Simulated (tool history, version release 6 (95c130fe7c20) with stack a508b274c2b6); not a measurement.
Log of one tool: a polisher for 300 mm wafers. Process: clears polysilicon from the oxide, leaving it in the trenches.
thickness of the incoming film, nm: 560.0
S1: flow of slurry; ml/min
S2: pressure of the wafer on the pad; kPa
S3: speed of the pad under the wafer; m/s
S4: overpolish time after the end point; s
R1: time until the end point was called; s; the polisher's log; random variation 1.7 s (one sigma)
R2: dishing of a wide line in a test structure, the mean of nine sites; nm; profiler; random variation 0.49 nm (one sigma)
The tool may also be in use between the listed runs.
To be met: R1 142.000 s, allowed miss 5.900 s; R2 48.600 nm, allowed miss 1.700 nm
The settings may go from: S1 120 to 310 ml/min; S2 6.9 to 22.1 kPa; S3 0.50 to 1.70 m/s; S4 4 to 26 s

run,hour,S1,S2,S3,S4,R1,R2
1,0.0,200,14.5,1.10,13,51.597,61.406
2,5.6,200,14.5,1.10,15,53.022,64.110
3,10.2,200,14.5,0.96,15,57.631,63.021
4,13.7,200,17.2,0.96,15,49.672,65.262
5,17.1,185,15.2,0.88,15,60.739,62.949
6,22.9,175,13.8,0.82,14,69.834,57.608
7,24.8,170,12.4,0.76,14,84.243,54.087
8,27.5,170,11.7,0.74,14,89.058,51.781
9,32.3,170,11.0,0.72,15,96.774,51.398
10,40.4,165,6.9,0.64,19,166.370,43.302
11,48.1,195,9.0,0.64,21,126.730,52.904
12,56.0,185,9.0,0.64,21,125.520,53.262
13,59.2,180,9.0,0.64,21,127.400,53.061
14,61.1,175,7.6,0.64,19,155.180,46.449
15,62.4,180,7.6,0.64,19,148.950,45.582

4 next moves are on the table. One of them brings every result within its allowed miss. Which?
A,63.7,170,6.9,0.80,20,?,?
B,63.7,175,6.9,0.70,22,?,?
C,63.7,150,8.3,0.56,22,?,?
D,63.7,180,6.9,0.68,19,?,?

move,R1,R2
A,141.710,49.662
B,155.900,49.658
C,158.530,49.207
D,158.520,45.244
A: meets every target
B: brings the result that was furthest off to its target, and leaves another outside
C: brings the result that was furthest off to its target, and leaves another outside
D: further off than the last run
Answer: A
